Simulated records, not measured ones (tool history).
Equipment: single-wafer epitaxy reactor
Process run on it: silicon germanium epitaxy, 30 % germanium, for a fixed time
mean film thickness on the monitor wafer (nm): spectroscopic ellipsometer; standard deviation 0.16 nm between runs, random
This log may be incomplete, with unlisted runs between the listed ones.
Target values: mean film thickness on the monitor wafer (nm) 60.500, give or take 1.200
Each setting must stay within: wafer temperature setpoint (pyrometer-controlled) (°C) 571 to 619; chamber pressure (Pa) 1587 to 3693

| run | hour | wafer temperature setpoint (pyrometer-controlled) (°C) | chamber pressure (Pa) | mean film thickness on the monitor wafer (nm) |
|---|---|---|---|---|
| 1 | 0.0 | 595 | 2640 | 52.423 |
| 2 | 2.6 | 597 | 2640 | 54.103 |
| 3 | 5.2 | 590 | 2640 | 48.401 |
| 4 | 9.2 | 585 | 2640 | 44.663 |
| 5 | 18.0 | 590 | 2653 | 48.530 |
| 6 | 22.5 | 590 | 2413 | 46.226 |
| 7 | 31.1 | 594 | 2426 | 49.332 |
| 8 | 39.0 | 597 | 2440 | 52.329 |
| 9 | 44.7 | 599 | 2440 | 54.011 |
| 10 | 47.8 | 601 | 2440 | 55.864 |
| 11 | 54.9 | 602 | 2440 | 56.762 |
| 12 | 57.6 | 603 | 2440 | 57.441 |

Next run, 4 choices. One meets every target within its allowed miss, the rest don't. Which?
| A | 60.3 | 607 | 2373 | ? |
| B | 60.3 | 598 | 2466 | ? |
| C | 60.3 | 602 | 2333 | ? |
| D | 60.3 | 605 | 1986 | ? |

| move | mean film thickness on the monitor wafer (nm) |
|---|---|
| A | 60.235 |
| B | 53.153 |
| C | 55.148 |
| D | 53.304 |
A: hits every target within its allowed miss
B: the biggest miss grows against the last run
C: the biggest miss grows against the last run
D: the biggest miss grows against the last run
So the answer is move A, the one that meets all the targets.
